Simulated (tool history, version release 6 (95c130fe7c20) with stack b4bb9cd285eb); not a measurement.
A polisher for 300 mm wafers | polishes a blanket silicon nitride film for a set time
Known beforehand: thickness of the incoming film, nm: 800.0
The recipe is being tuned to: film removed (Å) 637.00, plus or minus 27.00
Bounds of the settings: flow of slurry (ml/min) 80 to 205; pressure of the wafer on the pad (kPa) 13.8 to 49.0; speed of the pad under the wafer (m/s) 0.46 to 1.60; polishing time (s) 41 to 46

run  hour  flow of slurry (ml/min)  pressure of the wafer on the pad (kPa)  speed of the pad under the wafer (m/s)  polishing time (s)  film removed (Å)
  1   0.0                      135                                    31.0                                    1.02                  46           1098.20
  2   6.5                      125                                    31.0                                    1.02                  46           1088.60
  3  12.4                      125                                    31.0                                    1.02                  46           1086.70
  4  15.5                      125                                    31.0                                    1.28                  46           1306.90
  5  21.1                      125                                    31.0                                    1.18                  46           1227.80
  6  23.8                      125                                    31.0                                    1.40                  46           1383.90
  7  32.3                      125                                    26.9                                    1.32                  45           1201.70
  8  33.3                      115                                    17.9                                    1.04                  41            695.49
  9  38.7                      115                                    17.2                                    1.04                  41            701.70
     41.3  -- worn pad replaced by a new one
 10  41.3                      115                                    16.5                                    1.04                  41            740.12
 11  50.0                      110                                    15.9                                    1.02                  41            710.29

5 next moves are on the table. One of them brings every result within its allowed miss. Which?
  A  58.7                      105                                    22.1                                    0.86                  41                 ?
  B  58.7                       90                                    13.8                                    0.90                  41                 ?
  C  58.7                      110                                    13.8                                    0.98                  41                 ?
  D  58.7                      110                                    15.2                                    1.14                  45                 ?
  E  58.7                      150                                    13.8                                    0.78                  41                 ?

move  film removed (Å)
   A            712.97
   B            554.86
   C            630.21
   D            816.02
   E            562.45
A: neither nearer nor further off than the last run
B: pushes the last run's worst result past its target
C: all results in spec
D: moves away from the targets compared with the last run
E: pushes the last run's worst result past its target
Correct choice: C, which meets every target

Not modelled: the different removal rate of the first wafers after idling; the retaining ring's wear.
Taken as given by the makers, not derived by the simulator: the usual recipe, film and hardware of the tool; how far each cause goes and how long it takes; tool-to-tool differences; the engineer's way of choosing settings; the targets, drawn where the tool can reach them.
